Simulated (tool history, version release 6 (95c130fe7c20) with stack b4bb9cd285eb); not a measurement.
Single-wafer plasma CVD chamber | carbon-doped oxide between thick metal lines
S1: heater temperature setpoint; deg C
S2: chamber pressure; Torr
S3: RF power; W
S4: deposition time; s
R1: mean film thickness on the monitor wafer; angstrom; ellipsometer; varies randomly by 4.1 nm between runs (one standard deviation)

Run 1, hour 0: S1 355 deg C, S2 4.13 Torr, S3 575 W, S4 175 s. Result: R1 8365.7 angstrom.
Run 2, hour 4.1: S1 356 deg C, S2 3.93 Torr, S3 550 W, S4 174 s. Result: R1 8022.7 angstrom.
Run 3, hour 9.7: S1 356 deg C, S2 4.45 Torr, S3 550 W, S4 174 s. Result: R1 8127.9 angstrom.
Run 4, hour 10.3: S1 357 deg C, S2 4.33 Torr, S3 530 W, S4 174 s. Result: R1 7817.1 angstrom.
Run 5, hour 12.2: S1 357 deg C, S2 4.33 Torr, S3 595 W, S4 174 s. Result: R1 8581.2 angstrom.
Run 6, hour 13.2: S1 357 deg C, S2 4.33 Torr, S3 560 W, S4 174 s. Result: R1 8195.5 angstrom.
Run 7, hour 16.9: S1 358 deg C, S2 4.18 Torr, S3 540 W, S4 174 s. Result: R1 7937.2 angstrom.
Run 8, hour 21.3: S1 358 deg C, S2 4.1 Torr, S3 520 W, S4 174 s. Result: R1 7645.5 angstrom.

Forecast run 9:
Run 9, hour 26.4: S1 358 deg C, S2 4.1 Torr, S3 520 W, S4 174 s. Result: R1 ?.

{"run 9": {"R1": 7720.9}}
